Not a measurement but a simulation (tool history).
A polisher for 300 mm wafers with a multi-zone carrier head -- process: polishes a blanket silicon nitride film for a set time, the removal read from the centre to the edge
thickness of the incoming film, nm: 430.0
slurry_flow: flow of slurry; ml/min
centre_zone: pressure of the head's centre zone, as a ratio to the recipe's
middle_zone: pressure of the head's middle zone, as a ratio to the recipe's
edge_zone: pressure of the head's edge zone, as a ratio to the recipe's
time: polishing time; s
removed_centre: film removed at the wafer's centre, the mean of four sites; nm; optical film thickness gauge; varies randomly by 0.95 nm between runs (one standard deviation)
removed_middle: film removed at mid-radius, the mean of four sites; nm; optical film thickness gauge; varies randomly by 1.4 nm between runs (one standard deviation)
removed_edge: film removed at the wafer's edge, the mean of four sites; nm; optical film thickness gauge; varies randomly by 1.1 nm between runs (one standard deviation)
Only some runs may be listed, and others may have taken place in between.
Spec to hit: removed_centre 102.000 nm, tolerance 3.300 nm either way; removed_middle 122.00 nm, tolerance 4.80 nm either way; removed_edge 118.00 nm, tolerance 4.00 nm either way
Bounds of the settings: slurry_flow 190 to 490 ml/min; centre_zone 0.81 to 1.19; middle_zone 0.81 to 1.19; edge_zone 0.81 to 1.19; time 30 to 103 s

Run 1, hour 0.0: slurry_flow 315 ml/min, centre_zone 1.00, middle_zone 1.00, edge_zone 1.00, time 66 s. Result: removed_centre 157.260 nm, removed_middle 157.00 nm, removed_edge 166.82 nm.
Run 2, hour 2.6: slurry_flow 365 ml/min, centre_zone 1.00, middle_zone 1.00, edge_zone 1.00, time 66 s. Result: removed_centre 161.670 nm, removed_middle 160.24 nm, removed_edge 166.34 nm.
Run 3, hour 5.5: slurry_flow 370 ml/min, centre_zone 0.95, middle_zone 1.00, edge_zone 0.97, time 60 s. Result: removed_centre 140.050 nm, removed_middle 144.55 nm, removed_edge 148.02 nm.
Run 4, hour 9.0: slurry_flow 360 ml/min, centre_zone 0.91, middle_zone 1.01, edge_zone 0.94, time 57 s. Result: removed_centre 125.690 nm, removed_middle 144.17 nm, removed_edge 139.89 nm.
Run 5, hour 10.1: slurry_flow 365 ml/min, centre_zone 0.89, middle_zone 0.99, edge_zone 0.92, time 54 s. Result: removed_centre 118.700 nm, removed_middle 130.52 nm, removed_edge 128.68 nm.
At hour 18.1: edge zone pressure recalibrated.
Run 6, hour 18.1: slurry_flow 350 ml/min, centre_zone 0.87, middle_zone 0.99, edge_zone 0.91, time 53 s. Result: removed_centre 112.120 nm, removed_middle 127.54 nm, removed_edge 122.97 nm.
Run 7, hour 27.0: slurry_flow 330 ml/min, centre_zone 0.86, middle_zone 0.99, edge_zone 0.91, time 53 s. Result: removed_centre 109.340 nm, removed_middle 127.85 nm, removed_edge 123.32 nm.
Run 8, hour 28.0: slurry_flow 315 ml/min, centre_zone 0.85, middle_zone 0.98, edge_zone 0.90, time 53 s. Result: removed_centre 106.320 nm, removed_middle 124.36 nm, removed_edge 123.12 nm.
Run 9, hour 31.6: slurry_flow 310 ml/min, centre_zone 0.85, middle_zone 0.98, edge_zone 0.89, time 53 s. Result: removed_centre 108.590 nm, removed_middle 126.20 nm, removed_edge 120.18 nm.
Run 10, hour 33.6: slurry_flow 310 ml/min, centre_zone 0.85, middle_zone 0.98, edge_zone 0.89, time 53 s. Result: removed_centre 106.520 nm, removed_middle 125.42 nm, removed_edge 120.64 nm.
Run 11, hour 38.2: slurry_flow 300 ml/min, centre_zone 0.85, middle_zone 0.98, edge_zone 0.89, time 53 s. Result: removed_centre 106.560 nm, removed_middle 125.46 nm, removed_edge 121.40 nm.
Run 12, hour 46.8: slurry_flow 295 ml/min, centre_zone 0.84, middle_zone 0.98, edge_zone 0.88, time 53 s. Result: removed_centre 105.970 nm, removed_middle 125.29 nm, removed_edge 118.61 nm.

4 next moves are on the table. One of them brings every result within its allowed miss. Which?
Run A, hour 55.4: slurry_flow 250 ml/min, centre_zone 0.81, middle_zone 0.95, edge_zone 0.87, time 54 s. Result: removed_centre ?, removed_middle ?, removed_edge ?.
Run B, hour 55.4: slurry_flow 275 ml/min, centre_zone 0.90, middle_zone 1.06, edge_zone 0.94, time 52 s. Result: removed_centre ?, removed_middle ?, removed_edge ?.
Run C, hour 55.4: slurry_flow 215 ml/min, centre_zone 0.89, middle_zone 0.96, edge_zone 0.93, time 54 s. Result: removed_centre ?, removed_middle ?, removed_edge ?.
Run D, hour 55.4: slurry_flow 335 ml/min, centre_zone 0.83, middle_zone 1.01, edge_zone 1.02, time 47 s. Result: removed_centre ?, removed_middle ?, removed_edge ?.

move  removed_centre  removed_middle  removed_edge
   A         101.880          122.95        117.91
   B         110.680          131.40        118.57
   C         109.290          121.22        119.52
   D          94.334          116.47        113.34
A: each result inside its tolerance
B: moves away from the targets compared with the last run
C: moves away from the targets compared with the last run
D: takes the biggest miss from the last run beyond its target
The move that meets every target is A.

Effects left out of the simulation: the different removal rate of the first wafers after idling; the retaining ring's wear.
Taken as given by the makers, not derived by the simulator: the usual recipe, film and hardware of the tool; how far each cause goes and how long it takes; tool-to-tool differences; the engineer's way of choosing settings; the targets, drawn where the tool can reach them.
